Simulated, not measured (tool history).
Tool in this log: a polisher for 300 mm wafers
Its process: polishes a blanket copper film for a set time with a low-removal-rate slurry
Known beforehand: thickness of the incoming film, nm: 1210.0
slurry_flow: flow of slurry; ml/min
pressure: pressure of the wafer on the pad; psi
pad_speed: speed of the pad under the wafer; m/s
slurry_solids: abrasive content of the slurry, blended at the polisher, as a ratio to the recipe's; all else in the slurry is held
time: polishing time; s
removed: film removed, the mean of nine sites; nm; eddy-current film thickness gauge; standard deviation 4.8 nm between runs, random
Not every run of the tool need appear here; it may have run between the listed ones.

run    day  slurry_flow  pressure  pad_speed  slurry_solids  time  removed
  1  0.000          150       3.0        1.1            1.0   102   366.80
  2  0.375          155       3.1        1.1            1.0   102   381.89
  3  0.596          160       3.2        1.1            1.0   102   392.03
  4  0.746          160       3.3        1.1            1.0   102   412.46
  5  0.771          160       3.3        1.1            0.9   102   401.06
  6  0.967          160       3.4        1.1            0.9   102   400.80
  7  1.079          165       3.5        1.1            0.9   102   419.72
  8  1.200          165       3.6        1.1            0.9   102   442.16
  9  1.221          165       3.7        1.1            0.9   102   454.35
 10  1.279          170       3.9        1.1            0.9   102   463.96

Forecast run 11:
 11  1.425          170       4.0        1.1            0.9   102        ?

Logged for run 11: removed 488.29 nm.
